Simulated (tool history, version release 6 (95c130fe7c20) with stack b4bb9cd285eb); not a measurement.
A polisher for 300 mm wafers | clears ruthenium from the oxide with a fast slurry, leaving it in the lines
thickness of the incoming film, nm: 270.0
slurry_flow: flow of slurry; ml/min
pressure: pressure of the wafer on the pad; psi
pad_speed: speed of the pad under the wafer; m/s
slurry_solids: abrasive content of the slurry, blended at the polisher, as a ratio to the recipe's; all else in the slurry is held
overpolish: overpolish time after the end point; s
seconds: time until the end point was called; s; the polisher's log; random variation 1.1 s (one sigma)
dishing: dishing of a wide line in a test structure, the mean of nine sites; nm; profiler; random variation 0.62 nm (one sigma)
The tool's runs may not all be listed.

run	hour	slurry_flow	pressure	pad_speed	slurry_solids	overpolish	seconds	dishing
1	0	175	2.2	1.14	1	14	80.831	37.551
2	6.9	175	2.1	1.14	1	14	82.962	35.546
3	9.1	175	2.6	1.14	1	14	69.161	42.431
4	15.6	175	2.4	1.14	1	15	74.766	42.877
5	24.3	175	2.3	1.14	1	15	76.751	40.145
6	30.5	175	2.3	1.14	1	17	77.737	46.168
7	32.9	175	2.2	1.14	1	17	80.894	44.221
8	42	175	2.1	1.14	1	17	82.683	41.503
9	45.1	175	2	1.14	1	17	88.167	42.347

Forecast run 10:
10	52.7	175	1.9	1.14	1	17	?	?

seconds: 89.57 s
dishing: 38.849 nm

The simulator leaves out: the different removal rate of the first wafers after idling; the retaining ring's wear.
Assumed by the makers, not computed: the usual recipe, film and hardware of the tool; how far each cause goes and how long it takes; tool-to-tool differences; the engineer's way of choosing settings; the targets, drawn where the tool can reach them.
